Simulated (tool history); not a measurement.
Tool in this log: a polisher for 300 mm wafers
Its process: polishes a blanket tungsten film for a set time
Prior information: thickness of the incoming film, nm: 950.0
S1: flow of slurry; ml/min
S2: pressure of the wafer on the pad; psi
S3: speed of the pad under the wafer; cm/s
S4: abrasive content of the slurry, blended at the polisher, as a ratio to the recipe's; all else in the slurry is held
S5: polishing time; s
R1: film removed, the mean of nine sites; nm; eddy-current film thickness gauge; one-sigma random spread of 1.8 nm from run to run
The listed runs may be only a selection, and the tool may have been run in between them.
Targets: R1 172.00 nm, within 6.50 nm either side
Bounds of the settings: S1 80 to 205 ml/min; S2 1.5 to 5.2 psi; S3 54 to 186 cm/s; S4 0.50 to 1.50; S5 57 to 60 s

run,day,S1,S2,S3,S4,S5,R1
1,0.000,135,3.3,118,1.00,57,292.61
2,0.096,135,3.3,118,0.90,57,288.62
3,0.462,135,3.3,118,0.70,57,267.66
4,0.708,135,3.3,118,0.85,57,277.65
5,0.842,155,3.3,118,0.85,57,291.63
6,0.996,155,3.3,118,0.85,60,303.17
7,1.338,155,3.3,118,0.85,60,309.94
8,1.538,150,2.9,118,0.85,60,281.55
9,1.775,145,2.6,114,0.85,60,247.25
10,1.812,140,2.4,112,0.85,60,231.12
11,2.038,135,2.2,110,0.85,60,211.32
12,2.096,130,2.1,110,0.85,60,201.55

Exercise: of the 5 proposed moves below, exactly one satisfies all targets within the stated allowed misses. Which move is it?
A,2.154,135,2.1,144,0.60,60,?
B,2.154,180,2.2,92,1.00,60,?
C,2.154,85,2.5,94,0.85,59,?
D,2.154,130,2.3,116,0.60,60,?
E,2.154,140,2.5,118,0.85,60,?

move,R1
A,246.53
B,199.69
C,173.44
D,210.61
E,249.46
A: lands further from the targets than the last run did
B: gains on the last run, yet a result remains outside its allowed miss
C: hits every target within its allowed miss
D: lands further from the targets than the last run did
E: lands further from the targets than the last run did
Go with C: it meets all targets.

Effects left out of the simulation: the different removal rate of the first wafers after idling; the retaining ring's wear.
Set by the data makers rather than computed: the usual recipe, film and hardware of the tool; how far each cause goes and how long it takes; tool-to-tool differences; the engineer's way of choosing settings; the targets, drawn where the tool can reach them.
